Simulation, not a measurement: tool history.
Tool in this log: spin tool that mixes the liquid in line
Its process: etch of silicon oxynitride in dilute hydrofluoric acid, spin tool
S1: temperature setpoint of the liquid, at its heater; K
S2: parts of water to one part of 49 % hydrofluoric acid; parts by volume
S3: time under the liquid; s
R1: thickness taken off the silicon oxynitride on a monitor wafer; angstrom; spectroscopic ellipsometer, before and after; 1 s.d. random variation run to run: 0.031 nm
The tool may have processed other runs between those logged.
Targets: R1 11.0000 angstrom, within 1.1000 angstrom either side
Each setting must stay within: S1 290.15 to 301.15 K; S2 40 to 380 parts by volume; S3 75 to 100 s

| run | hour | S1 | S2 | S3 | R1 |
|---|---|---|---|---|---|
| 1 | 0.0 | 293.15 | 210 | 100 | 5.1170 |
| 2 | 0.8 | 291.65 | 210 | 100 | 4.7651 |
| 3 | 9.9 | 291.65 | 210 | 75 | 3.4078 |
| 4 | 18.3 | 291.65 | 185 | 75 | 4.1417 |
| 5 | 19.1 | 290.15 | 185 | 75 | 3.6845 |
| 6 | 26.8 | 292.15 | 165 | 75 | 5.0849 |
| 7 | 31.0 | 296.15 | 130 | 75 | 7.6839 |
| 8 | 33.2 | 296.15 | 130 | 75 | 7.5684 |
| 9 | 41.9 | 297.15 | 120 | 75 | 8.9265 |
| 10 | 43.8 | 297.65 | 115 | 75 | 9.1009 |

Which of these 4 next moves meets every target?
| A | 45.7 | 295.65 | 130 | 80 | ? |
| B | 45.7 | 299.65 | 110 | 75 | ? |
| C | 45.7 | 298.15 | 130 | 80 | ? |
| D | 45.7 | 298.15 | 160 | 90 | ? |

| move | R1 |
|---|---|
| A | 8.0878 |
| B | 10.9730 |
| C | 9.0851 |
| D | 8.1021 |
A: misses by more than the last run did
B: all results in spec
C: about as far from the targets as the last run
D: misses by more than the last run did
Move B is the one to make.
